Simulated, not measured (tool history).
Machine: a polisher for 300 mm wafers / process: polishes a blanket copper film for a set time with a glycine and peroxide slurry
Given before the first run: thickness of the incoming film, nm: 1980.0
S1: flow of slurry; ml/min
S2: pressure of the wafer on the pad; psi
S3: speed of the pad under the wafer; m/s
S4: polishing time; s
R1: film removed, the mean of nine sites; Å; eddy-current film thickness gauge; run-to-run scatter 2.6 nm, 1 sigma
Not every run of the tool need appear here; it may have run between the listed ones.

run 1 hour=0 | S1=240 S2=2.3 S3=1.1 S4=44 | R1=2437.6
run 2 hour=2.6 | S1=290 S2=2.3 S3=1.1 S4=44 | R1=2489.6
run 3 hour=7.8 | S1=290 S2=2.3 S3=1 S4=44 | R1=2325.7
run 4 hour=15.7 | S1=235 S2=2.3 S3=1 S4=44 | R1=2299.3
run 5 hour=21.5 | S1=235 S2=2.5 S3=1 S4=44 | R1=2415.3
run 6 hour=23.1 | S1=235 S2=2.7 S3=1 S4=44 | R1=2547.4
run 7 hour=25.6 | S1=250 S2=3.3 S3=1.02 S4=44 | R1=3016.3
-- hour=30.7 worn pad replaced by a new one
run 8 hour=30.7 | S1=250 S2=3.5 S3=1.02 S4=44 | R1=3415.9
run 9 hour=32.3 | S1=250 S2=3.5 S3=1.02 S4=44 | R1=3353.9

What will run 10 give?
run 10 hour=39.3 | S1=240 S2=3.4 S3=1.02 S4=44 | R1=?

{"run 10": {"R1": 3321.8}}
